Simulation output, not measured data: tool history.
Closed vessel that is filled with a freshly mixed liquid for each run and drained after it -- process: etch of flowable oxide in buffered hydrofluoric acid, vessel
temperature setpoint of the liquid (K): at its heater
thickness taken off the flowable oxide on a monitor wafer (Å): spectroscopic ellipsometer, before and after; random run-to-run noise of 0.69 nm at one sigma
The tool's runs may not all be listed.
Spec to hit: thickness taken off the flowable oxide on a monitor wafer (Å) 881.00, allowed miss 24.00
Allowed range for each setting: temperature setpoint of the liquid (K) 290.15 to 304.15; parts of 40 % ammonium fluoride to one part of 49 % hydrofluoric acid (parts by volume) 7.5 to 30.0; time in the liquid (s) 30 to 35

| run | day | temperature setpoint of the liquid (K) | parts of 40 % ammonium fluoride to one part of 49 % hydrofluoric acid (parts by volume) | time in the liquid (s) | thickness taken off the flowable oxide on a monitor wafer (Å) |
|---|---|---|---|---|---|
| 1 | 0.000 | 296.15 | 22.0 | 35 | 472.54 |
| 2 | 0.267 | 299.65 | 22.0 | 35 | 581.81 |
| 3 | 0.592 | 299.65 | 16.0 | 35 | 761.48 |
| 4 | 0.762 | 299.65 | 16.0 | 30 | 657.15 |
| 5 | 0.875 | 299.65 | 16.0 | 30 | 649.82 |
| 6 | 0.971 | 300.15 | 16.0 | 30 | 669.31 |
| 7 | 1.179 | 304.15 | 14.0 | 30 | 960.36 |
|  | 1.342 | thermometer replaced |
| 8 | 1.342 | 303.15 | 14.0 | 30 | 1025.00 |
| 9 | 1.525 | 302.65 | 14.0 | 30 | 1003.30 |
| 10 | 1.896 | 302.65 | 14.0 | 30 | 984.04 |
| 11 | 2.012 | 301.65 | 14.0 | 30 | 952.78 |
| 12 | 2.338 | 301.15 | 14.0 | 30 | 911.90 |

4 candidate next runs follow, results not yet known. Just one meets every target within its allowed miss. Identify it.
| A | 2.662 | 297.65 | 12.0 | 30 | ? |
| B | 2.662 | 302.15 | 17.0 | 35 | ? |
| C | 2.662 | 299.65 | 12.5 | 30 | ? |
| D | 2.662 | 298.65 | 12.0 | 30 | ? |

| move | thickness taken off the flowable oxide on a monitor wafer (Å) |
|---|---|
| A | 894.27 |
| B | 944.03 |
| C | 957.35 |
| D | 944.08 |
A: all results in spec
B: further off than the last run
C: further off than the last run
D: further off than the last run
A is the move that brings every result within its allowed miss.

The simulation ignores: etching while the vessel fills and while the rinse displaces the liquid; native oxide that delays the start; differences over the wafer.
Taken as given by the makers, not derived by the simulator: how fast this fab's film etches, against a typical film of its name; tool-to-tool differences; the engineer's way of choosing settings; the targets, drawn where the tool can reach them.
